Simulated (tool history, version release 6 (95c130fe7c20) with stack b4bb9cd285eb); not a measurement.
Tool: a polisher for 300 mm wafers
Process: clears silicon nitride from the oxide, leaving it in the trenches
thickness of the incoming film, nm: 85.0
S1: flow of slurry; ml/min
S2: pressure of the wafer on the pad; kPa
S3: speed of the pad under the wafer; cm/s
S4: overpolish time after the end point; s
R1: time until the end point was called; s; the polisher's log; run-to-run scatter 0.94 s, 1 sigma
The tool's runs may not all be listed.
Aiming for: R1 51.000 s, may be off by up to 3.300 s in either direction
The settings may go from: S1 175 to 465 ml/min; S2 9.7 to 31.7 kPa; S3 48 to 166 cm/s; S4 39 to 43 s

run,hour,S1,S2,S3,S4,R1
1,0.0,295,20.7,106,39,75.971
2,7.5,295,22.1,108,39,70.626
3,9.9,295,22.1,108,43,68.480
4,11.1,295,22.1,108,39,70.413
5,15.9,295,23.4,110,39,62.339
6,21.8,295,24.1,110,39,63.349
7,23.3,295,24.8,110,39,61.784
8,24.4,295,25.5,110,39,60.050
9,26.8,295,26.2,110,39,58.464

Below are 4 possible settings for the next run. Only one of them brings all results inside the allowed miss of their targets. Which is it?
A,29.2,230,27.6,100,42,?
B,29.2,315,28.3,100,40,?
C,29.2,295,24.1,136,39,?
D,29.2,305,25.5,112,39,?

move,R1
A,61.749
B,58.166
C,50.657
D,57.785
A: the biggest miss grows against the last run
B: no better and no worse than the last run
C: every result within its allowed miss
D: nearer the targets than the last run, but a result is still out of spec
The right move is C.
